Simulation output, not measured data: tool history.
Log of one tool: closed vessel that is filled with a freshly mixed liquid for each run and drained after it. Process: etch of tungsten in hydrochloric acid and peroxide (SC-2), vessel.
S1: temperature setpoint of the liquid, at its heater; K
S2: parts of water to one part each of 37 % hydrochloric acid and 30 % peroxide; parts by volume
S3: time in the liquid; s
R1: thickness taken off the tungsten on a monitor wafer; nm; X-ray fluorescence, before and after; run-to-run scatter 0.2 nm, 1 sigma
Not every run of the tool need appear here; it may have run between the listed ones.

run 1 hour=0.0 | S1=329.15 S2=7.0 S3=30 | R1=18.528
run 2 hour=2.4 | S1=329.65 S2=7.0 S3=30 | R1=19.369
run 3 hour=8.7 | S1=330.15 S2=7.0 S3=30 | R1=19.953
run 4 hour=16.0 | S1=330.65 S2=7.0 S3=30 | R1=20.519
run 5 hour=22.5 | S1=331.15 S2=7.0 S3=30 | R1=21.337
run 6 hour=28.2 | S1=331.65 S2=7.0 S3=30 | R1=21.487
run 7 hour=30.9 | S1=332.15 S2=7.0 S3=30 | R1=22.686
run 8 hour=38.4 | S1=332.65 S2=7.0 S3=30 | R1=23.613
run 9 hour=39.5 | S1=333.15 S2=7.0 S3=30 | R1=24.071
run 10 hour=45.3 | S1=333.65 S2=7.0 S3=30 | R1=24.597

Run 11 has not been measured yet. What should we expect?
run 11 hour=49.6 | S1=334.15 S2=7.0 S3=30 | R1=?

R1: 25.528 nm
